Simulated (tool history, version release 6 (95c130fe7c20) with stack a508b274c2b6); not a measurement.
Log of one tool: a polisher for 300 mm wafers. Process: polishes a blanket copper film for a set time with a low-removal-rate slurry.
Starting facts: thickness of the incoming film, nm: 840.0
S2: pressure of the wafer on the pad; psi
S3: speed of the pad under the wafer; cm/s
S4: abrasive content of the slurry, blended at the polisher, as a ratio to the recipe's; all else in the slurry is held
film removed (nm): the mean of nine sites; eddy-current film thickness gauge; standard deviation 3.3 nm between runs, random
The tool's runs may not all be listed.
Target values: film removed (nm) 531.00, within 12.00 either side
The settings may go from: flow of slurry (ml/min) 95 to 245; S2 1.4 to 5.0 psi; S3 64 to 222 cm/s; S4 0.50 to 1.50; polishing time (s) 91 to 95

Run 1, hour 0.0: flow of slurry (ml/min) 155, S2 3.2 psi, S3 142 cm/s, S4 1.00, polishing time (s) 91. Result: film removed (nm) 336.86.
Run 2, hour 1.5: flow of slurry (ml/min) 155, S2 3.2 psi, S3 142 cm/s, S4 0.90, polishing time (s) 91. Result: film removed (nm) 335.48.
Run 3, hour 3.3: flow of slurry (ml/min) 130, S2 3.2 psi, S3 142 cm/s, S4 0.90, polishing time (s) 91. Result: film removed (nm) 326.71.
Run 4, hour 7.9: flow of slurry (ml/min) 140, S2 3.4 psi, S3 142 cm/s, S4 0.90, polishing time (s) 91. Result: film removed (nm) 347.67.
Run 5, hour 12.8: flow of slurry (ml/min) 150, S2 3.6 psi, S3 142 cm/s, S4 0.90, polishing time (s) 91. Result: film removed (nm) 373.97.
Run 6, hour 17.1: flow of slurry (ml/min) 150, S2 3.1 psi, S3 142 cm/s, S4 0.90, polishing time (s) 91. Result: film removed (nm) 322.57.
Run 7, hour 23.7: flow of slurry (ml/min) 195, S2 4.0 psi, S3 144 cm/s, S4 0.90, polishing time (s) 91. Result: film removed (nm) 432.96.
Run 8, hour 28.6: flow of slurry (ml/min) 195, S2 4.1 psi, S3 144 cm/s, S4 0.90, polishing time (s) 91. Result: film removed (nm) 447.11.
Run 9, hour 37.2: flow of slurry (ml/min) 195, S2 4.2 psi, S3 144 cm/s, S4 0.90, polishing time (s) 91. Result: film removed (nm) 455.37.
Run 10, hour 38.8: flow of slurry (ml/min) 195, S2 4.3 psi, S3 144 cm/s, S4 0.90, polishing time (s) 91. Result: film removed (nm) 463.48.
Run 11, hour 41.5: flow of slurry (ml/min) 200, S2 4.4 psi, S3 144 cm/s, S4 0.90, polishing time (s) 91. Result: film removed (nm) 478.95.
Run 12, hour 43.3: flow of slurry (ml/min) 200, S2 4.5 psi, S3 144 cm/s, S4 0.90, polishing time (s) 91. Result: film removed (nm) 489.07.
Run 13, hour 43.9: flow of slurry (ml/min) 205, S2 4.5 psi, S3 144 cm/s, S4 0.90, polishing time (s) 91. Result: film removed (nm) 487.64.
Run 14, hour 47.6: flow of slurry (ml/min) 205, S2 4.6 psi, S3 144 cm/s, S4 0.90, polishing time (s) 91. Result: film removed (nm) 498.74.

Below are 4 possible settings for the next run. Only one of them brings all results inside the allowed miss of their targets. Which is it?
Run A, hour 51.3: flow of slurry (ml/min) 175, S2 4.8 psi, S3 142 cm/s, S4 0.65, polishing time (s) 91. Result: film removed (nm) ?.
Run B, hour 51.3: flow of slurry (ml/min) 200, S2 4.5 psi, S3 134 cm/s, S4 0.95, polishing time (s) 91. Result: film removed (nm) ?.
Run C, hour 51.3: flow of slurry (ml/min) 220, S2 4.5 psi, S3 146 cm/s, S4 1.05, polishing time (s) 93. Result: film removed (nm) ?.
Run D, hour 51.3: flow of slurry (ml/min) 210, S2 4.5 psi, S3 142 cm/s, S4 0.90, polishing time (s) 91. Result: film removed (nm) ?.

move  film removed (nm)
   A             468.33
   B             458.03
   C             525.64
   D             481.64
A: moves away from the targets compared with the last run
B: moves away from the targets compared with the last run
C: all results in spec
D: moves away from the targets compared with the last run
C meets every target.
